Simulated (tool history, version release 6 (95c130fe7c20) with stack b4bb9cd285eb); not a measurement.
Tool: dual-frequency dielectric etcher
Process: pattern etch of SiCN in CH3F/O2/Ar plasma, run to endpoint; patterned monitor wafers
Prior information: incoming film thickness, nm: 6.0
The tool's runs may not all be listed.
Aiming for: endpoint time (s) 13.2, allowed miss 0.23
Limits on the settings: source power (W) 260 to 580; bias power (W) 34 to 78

run,hour,source power (W),bias power (W),endpoint time (s)
1,0,420,56,16.456
2,4.8,370,56,17.448
3,13.4,370,50,18.213
4,22.4,420,53,16.716
5,23.4,450,55,15.923
6,30.9,450,47,16.885
7,34.7,530,58,14.424
8,38.5,540,59,14.208
9,44.3,550,60,14.025

Exactly one of the 5 candidate moves below puts every result within its allowed miss. Which one?
A,50.1,540,59,?
B,50.1,580,65,?
C,50.1,580,71,?
D,50.1,520,54,?
E,50.1,550,52,?

move,endpoint time (s)
A,14.278
B,13.317
C,12.872
D,15.027
E,14.846
A: moves away from the targets compared with the last run
B: every result within its allowed miss
C: takes the result that was furthest off past its target
D: moves away from the targets compared with the last run
E: moves away from the targets compared with the last run
B meets every target.

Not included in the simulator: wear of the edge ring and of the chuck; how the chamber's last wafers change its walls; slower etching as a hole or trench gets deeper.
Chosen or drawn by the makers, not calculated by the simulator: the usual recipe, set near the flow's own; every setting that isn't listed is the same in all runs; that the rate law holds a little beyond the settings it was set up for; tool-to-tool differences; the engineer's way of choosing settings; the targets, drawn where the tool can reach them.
